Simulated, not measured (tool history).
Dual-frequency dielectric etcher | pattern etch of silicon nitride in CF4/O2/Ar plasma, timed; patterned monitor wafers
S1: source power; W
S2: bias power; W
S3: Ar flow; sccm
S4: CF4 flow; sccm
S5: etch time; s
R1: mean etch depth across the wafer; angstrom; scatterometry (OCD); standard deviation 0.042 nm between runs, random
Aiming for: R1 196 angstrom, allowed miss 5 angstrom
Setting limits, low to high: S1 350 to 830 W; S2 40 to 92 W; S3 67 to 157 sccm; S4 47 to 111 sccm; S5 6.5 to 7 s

run 1 hour=0 | S1=590 S2=66 S3=112 S4=79 S5=7 | R1=155.62
run 2 hour=3.4 | S1=590 S2=66 S3=112 S4=72 S5=7 | R1=152.75
run 3 hour=9.4 | S1=590 S2=59 S3=112 S4=72 S5=7 | R1=147.46
run 4 hour=12.7 | S1=590 S2=59 S3=112 S4=72 S5=6.5 | R1=136.38
run 5 hour=18.4 | S1=590 S2=59 S3=92 S4=72 S5=6.5 | R1=139.05
run 6 hour=25.5 | S1=590 S2=59 S3=108 S4=72 S5=6.5 | R1=137.29
run 7 hour=32.3 | S1=630 S2=60 S3=108 S4=72 S5=6.5 | R1=146.73
run 8 hour=37.7 | S1=670 S2=61 S3=108 S4=72 S5=6.5 | R1=156.36
run 9 hour=38.8 | S1=700 S2=61 S3=108 S4=72 S5=6.5 | R1=162.91
run 10 hour=40.1 | S1=720 S2=61 S3=108 S4=72 S5=6.5 | R1=166.76
run 11 hour=44.8 | S1=740 S2=62 S3=108 S4=72 S5=6.5 | R1=172.7
run 12 hour=49.2 | S1=760 S2=62 S3=108 S4=72 S5=6.5 | R1=176.66
run 13 hour=56.9 | S1=770 S2=62 S3=108 S4=72 S5=6.5 | R1=178.59
run 14 hour=57.8 | S1=780 S2=62 S3=108 S4=72 S5=6.5 | R1=180.8
run 15 hour=66.4 | S1=790 S2=62 S3=108 S4=72 S5=6.5 | R1=183.15
run 16 hour=73.1 | S1=790 S2=62 S3=108 S4=72 S5=6.5 | R1=183.25

Consider the 4 candidate settings below. Which is the only one whose results all fall within their allowed miss of target?
run A hour=79.8 | S1=800 S2=60 S3=101 S4=70 S5=7 | R1=?
run B hour=79.8 | S1=810 S2=61 S3=97 S4=82 S5=7 | R1=?
run C hour=79.8 | S1=760 S2=59 S3=110 S4=69 S5=6.5 | R1=?
run D hour=79.8 | S1=760 S2=66 S3=118 S4=57 S5=6.5 | R1=?

move=A R1=197.12
move=B R1=205.95
move=C R1=171.89
move=D R1=171.6
A: each result inside its tolerance
B: takes the biggest miss from the last run beyond its target
C: the biggest miss grows against the last run
D: the biggest miss grows against the last run
Answer: A
